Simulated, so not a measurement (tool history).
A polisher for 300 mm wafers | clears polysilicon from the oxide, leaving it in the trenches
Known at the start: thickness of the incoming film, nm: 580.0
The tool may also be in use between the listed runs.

run    day  flow of slurry (ml/min)  pressure of the wafer on the pad (psi)  speed of the pad under the wafer (m/s)  overpolish time after the end point (s)  time until the end point was called (s)  dishing of a wide line in a test structure (angstrom)
  1      0                      295                                     1.8                                    1.24                                       10                                   43.811                                                 348.19
  2  0.221                      295                                     1.8                                    1.24                                        8                                   43.906                                                 329.93
  3  0.421                      295                                       2                                    1.24                                        8                                    40.24                                                 338.95
  4  0.762                      295                                     2.2                                    1.24                                        8                                   35.704                                                 342.63
  5  1.088                      295                                     2.3                                    1.24                                        8                                   34.762                                                  350.6
  6  1.183                      295                                     2.4                                    1.24                                        8                                   34.026                                                 337.94
  7  1.246                      295                                     2.5                                    1.24                                        9                                   32.959                                                 354.65

The next listed run, before its measurement:
  8  1.588                      295                                     2.6                                    1.24                                        9                                        ?                                                      ?

Run 8 gave time until the end point was called (s) 30.983, dishing of a wide line in a test structure (angstrom) 361.42.

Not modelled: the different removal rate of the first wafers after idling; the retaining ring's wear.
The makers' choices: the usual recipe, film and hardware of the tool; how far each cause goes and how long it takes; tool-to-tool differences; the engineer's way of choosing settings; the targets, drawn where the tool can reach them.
